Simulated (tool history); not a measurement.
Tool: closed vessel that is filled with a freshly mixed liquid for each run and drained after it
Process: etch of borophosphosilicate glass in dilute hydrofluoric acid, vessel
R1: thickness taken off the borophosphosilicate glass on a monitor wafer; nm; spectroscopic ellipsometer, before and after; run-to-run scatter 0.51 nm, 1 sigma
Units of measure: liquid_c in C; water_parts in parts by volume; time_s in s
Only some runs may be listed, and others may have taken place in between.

run 1 hour=0 | liquid_c=23 water_parts=120 time_s=105 | R1=32.918
run 2 hour=1 | liquid_c=23 water_parts=85 time_s=105 | R1=49.616
run 3 hour=3.2 | liquid_c=23 water_parts=50 time_s=105 | R1=88.608
run 4 hour=11.3 | liquid_c=21.5 water_parts=50 time_s=105 | R1=81.565
run 5 hour=16.7 | liquid_c=23.5 water_parts=50 time_s=105 | R1=90.888
run 6 hour=21.4 | liquid_c=22.5 water_parts=50 time_s=105 | R1=87.727
run 7 hour=27.1 | liquid_c=21.5 water_parts=55 time_s=105 | R1=76.998

Estimate the outcome of run 8 from the log above:
run 8 hour=31.4 | liquid_c=17.5 water_parts=65 time_s=105 | R1=?

{"run 8": {"R1": 53.794}}
